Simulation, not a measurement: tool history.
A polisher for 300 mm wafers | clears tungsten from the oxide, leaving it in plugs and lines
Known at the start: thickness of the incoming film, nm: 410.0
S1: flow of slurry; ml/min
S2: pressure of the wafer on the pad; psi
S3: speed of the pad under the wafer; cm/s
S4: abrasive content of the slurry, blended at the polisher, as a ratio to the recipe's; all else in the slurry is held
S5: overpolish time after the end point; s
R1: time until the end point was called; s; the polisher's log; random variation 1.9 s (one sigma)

run	hour	S1	S2	S3	S4	S5	R1
1	0.0	250	4.5	142	1.0	48	60.856
2	6.6	250	3.8	132	1.0	48	76.009
3	12.8	250	3.8	132	1.0	48	74.877
4	19.3	225	3.8	132	1.0	48	76.490
5	22.3	225	3.3	126	1.0	48	90.843
6	27.7	170	3.3	126	1.0	48	92.901
7	29.3	170	3.0	124	1.0	48	104.830
8	37.3	170	2.8	124	1.0	48	111.310

Run 9 comes next. What will it give?
9	42.5	170	2.6	124	1.0	48	?

Run 9 gave R1 121.280 s.

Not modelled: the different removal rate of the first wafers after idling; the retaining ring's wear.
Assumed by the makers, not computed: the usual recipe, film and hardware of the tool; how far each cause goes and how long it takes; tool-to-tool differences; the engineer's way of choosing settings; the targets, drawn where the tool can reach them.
